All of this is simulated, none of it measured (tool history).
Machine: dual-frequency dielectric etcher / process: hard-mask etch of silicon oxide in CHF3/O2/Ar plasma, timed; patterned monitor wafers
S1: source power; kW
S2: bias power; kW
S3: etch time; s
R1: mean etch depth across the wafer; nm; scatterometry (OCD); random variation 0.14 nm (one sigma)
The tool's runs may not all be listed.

run	day	S1	S2	S3	R1
1	0.000	0.750	0.230	19.5	46.661
2	0.325	0.750	0.215	19.5	45.474
3	0.617	0.810	0.215	19.5	47.836
4	0.700	0.730	0.213	19.5	44.866
5	0.875	0.670	0.211	19.5	42.324
6	1.058	0.670	0.211	18.0	39.187

Forecast run 7:
7	1.283	0.660	0.211	18.0	?

{"run 7": {"R1": 39.122}}
